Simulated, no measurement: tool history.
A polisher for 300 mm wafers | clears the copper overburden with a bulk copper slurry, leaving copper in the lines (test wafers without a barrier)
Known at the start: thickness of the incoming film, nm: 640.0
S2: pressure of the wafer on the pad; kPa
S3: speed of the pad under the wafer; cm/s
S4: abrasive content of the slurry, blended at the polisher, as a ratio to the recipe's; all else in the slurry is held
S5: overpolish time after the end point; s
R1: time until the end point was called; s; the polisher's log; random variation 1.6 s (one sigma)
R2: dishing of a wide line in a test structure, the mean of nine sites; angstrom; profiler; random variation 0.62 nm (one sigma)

{"run": 1, "hour": 0.0, "flow of slurry (ml/min)": 180, "S2": 11, "S3": 90, "S4": 1, "S5": 9, "R1": 114.51, "R2": 316.27}
{"run": 2, "hour": 8.5, "flow of slurry (ml/min)": 180, "S2": 11, "S3": 90, "S4": 1, "S5": 11, "R1": 117.97, "R2": 376.88}
{"run": 3, "hour": 11.5, "flow of slurry (ml/min)": 180, "S2": 11, "S3": 76, "S4": 1, "S5": 11, "R1": 130.73, "R2": 335.57}
{"run": 4, "hour": 13.5, "flow of slurry (ml/min)": 145, "S2": 11, "S3": 76, "S4": 1, "S5": 11, "R1": 137.7, "R2": 323.86}
{"run": 5, "hour": 22.5, "flow of slurry (ml/min)": 145, "S2": 12.4, "S3": 76, "S4": 1, "S5": 11, "R1": 129.46, "R2": 351.91}
{"run": 6, "hour": 23.3, "flow of slurry (ml/min)": 145, "S2": 12.4, "S3": 58, "S4": 1, "S5": 11, "R1": 159.03, "R2": 292.08}
{"run": 7, "hour": 27.6, "flow of slurry (ml/min)": 160, "S2": 15.9, "S3": 62, "S4": 1, "S5": 9, "R1": 118.57, "R2": 310.61}

Forecast run 8:
{"run": 8, "hour": 35.7, "flow of slurry (ml/min)": 165, "S2": 16.5, "S3": 64, "S4": 1, "S5": 9, "R1": "?", "R2": "?"}

{"run 8": {"R1": 113.37, "R2": 333.47}}
